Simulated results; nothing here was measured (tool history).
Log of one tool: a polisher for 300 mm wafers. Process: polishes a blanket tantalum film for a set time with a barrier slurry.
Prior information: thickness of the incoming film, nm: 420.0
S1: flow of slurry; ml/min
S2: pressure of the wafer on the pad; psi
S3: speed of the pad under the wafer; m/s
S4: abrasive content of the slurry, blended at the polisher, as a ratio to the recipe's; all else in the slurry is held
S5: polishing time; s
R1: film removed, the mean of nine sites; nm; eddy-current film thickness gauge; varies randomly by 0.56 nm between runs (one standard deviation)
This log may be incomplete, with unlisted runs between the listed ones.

Run 1, hour 0: S1 215 ml/min, S2 2.4 psi, S3 0.84 m/s, S4 1, S5 30 s. Result: R1 59.582 nm.
Run 2, hour 7: S1 215 ml/min, S2 2.2 psi, S3 0.84 m/s, S4 1, S5 30 s. Result: R1 54.56 nm.
Run 3, hour 14.8: S1 215 ml/min, S2 2.1 psi, S3 0.84 m/s, S4 1, S5 30 s. Result: R1 52.78 nm.
Run 4, hour 21.9: S1 215 ml/min, S2 2 psi, S3 0.84 m/s, S4 1, S5 30 s. Result: R1 49.192 nm.
Run 5, hour 25.3: S1 215 ml/min, S2 2 psi, S3 0.84 m/s, S4 1.15, S5 30 s. Result: R1 52.972 nm.
Run 6, hour 29.4: S1 215 ml/min, S2 2 psi, S3 0.84 m/s, S4 1.25, S5 30 s. Result: R1 53.184 nm.

Forecast run 7:
Run 7, hour 32.2: S1 215 ml/min, S2 2 psi, S3 0.84 m/s, S4 1.25, S5 30 s. Result: R1 ?.

Run 7 measured R1 53.451 nm.
